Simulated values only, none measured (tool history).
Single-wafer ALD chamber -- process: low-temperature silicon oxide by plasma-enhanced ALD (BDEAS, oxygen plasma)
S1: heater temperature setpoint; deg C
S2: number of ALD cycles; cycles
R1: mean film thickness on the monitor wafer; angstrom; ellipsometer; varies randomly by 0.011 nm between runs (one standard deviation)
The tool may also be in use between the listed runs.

{"run": 1, "hour": 0.0, "S1": 120, "S2": 20, "R1": 27.227}
{"run": 2, "hour": 1.0, "S1": 125, "S2": 20, "R1": 26.982}
{"run": 3, "hour": 9.3, "S1": 125, "S2": 17, "R1": 22.938}
{"run": 4, "hour": 15.7, "S1": 124, "S2": 18, "R1": 24.43}
{"run": 5, "hour": 22.5, "S1": 123, "S2": 19, "R1": 25.637}
{"run": 6, "hour": 23.2, "S1": 130, "S2": 19, "R1": 25.258}
{"run": 7, "hour": 23.8, "S1": 128, "S2": 20, "R1": 26.652}
{"run": 8, "hour": 31.8, "S1": 128, "S2": 20, "R1": 26.85}
{"run": 9, "hour": 34.1, "S1": 127, "S2": 20, "R1": 26.914}
{"run": 10, "hour": 39.0, "S1": 126, "S2": 20, "R1": 26.756}
{"run": 11, "hour": 41.9, "S1": 124, "S2": 20, "R1": 26.882}
{"run": 12, "hour": 46.2, "S1": 124, "S2": 20, "R1": 27.065}

For run 13, what comes out?
{"run": 13, "hour": 53.5, "S1": 122, "S2": 20, "R1": "?"}

R1: 27.099 angstrom
